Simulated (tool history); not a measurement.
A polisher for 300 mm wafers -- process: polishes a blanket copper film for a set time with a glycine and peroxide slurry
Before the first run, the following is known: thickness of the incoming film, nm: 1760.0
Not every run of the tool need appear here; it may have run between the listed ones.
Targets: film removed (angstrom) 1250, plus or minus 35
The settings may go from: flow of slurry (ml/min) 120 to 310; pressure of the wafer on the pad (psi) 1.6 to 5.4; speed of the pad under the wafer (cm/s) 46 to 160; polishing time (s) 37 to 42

run,hour,flow of slurry (ml/min),pressure of the wafer on the pad (psi),speed of the pad under the wafer (cm/s),polishing time (s),film removed (angstrom)
1,0,200,3.5,102,42,2341.1
2,2.3,195,3.1,98,42,2049.3
3,3.3,190,2.8,96,42,1848.6
4,7.8,190,3.3,96,42,2132
5,16.7,190,3,94,42,1909.2
6,22.6,190,2.7,94,42,1774.9
7,29.6,190,2.5,92,42,1643.8
8,32.6,175,1.6,88,42,1105.5
9,39.3,185,1.6,88,42,1132

Exactly one of the 4 candidate moves below puts every result within its allowed miss. Which one?
A,46,210,1.6,86,38,?
B,46,195,1.6,88,39,?
C,46,185,2,90,39,?
D,46,185,2.1,90,41,?

move,film removed (angstrom)
A,1027.8
B,1059.8
C,1256.5
D,1370.7
A: misses by more than the last run did
B: misses by more than the last run did
C: in spec on every target
D: takes the result that was furthest off past its target
Answer: C
